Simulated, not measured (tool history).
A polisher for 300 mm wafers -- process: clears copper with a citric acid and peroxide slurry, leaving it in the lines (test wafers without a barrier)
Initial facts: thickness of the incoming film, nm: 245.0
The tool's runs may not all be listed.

run    day  flow of slurry (ml/min)  pressure of the wafer on the pad (psi)  speed of the pad under the wafer (cm/s)  abrasive content of the slurry  overpolish time after the end point (s)  time until the end point was called (s)  dishing of a wide line in a test structure (Å)
  1  0.000                      210                                     2.8                                       90                             1.0                                       11                                   127.97                                          146.29
  2  0.321                      205                                     2.9                                       90                             1.0                                       12                                   127.76                                          166.47
  3  0.446                      205                                     3.1                                       90                             1.0                                       12                                   120.23                                          169.01
  4  0.533                      205                                     3.1                                       90                             1.2                                       12                                   121.46                                          175.83
  5  0.658                      205                                     3.2                                       90                             1.2                                       12                                   114.60                                          184.09
  6  0.733                      205                                     3.3                                       90                             1.2                                       12                                   113.93                                          184.51
  7  0.792                      205                                     3.4                                       90                             1.2                                       12                                   109.29                                          188.11

What does the tool deliver on the next run?
  8  0.933                      205                                     3.4                                       90                             1.2                                       12                                        ?                                               ?

{"run 8": {"time until the end point was called (s)": 111.71, "dishing of a wide line in a test structure (Å)": 188.08}}
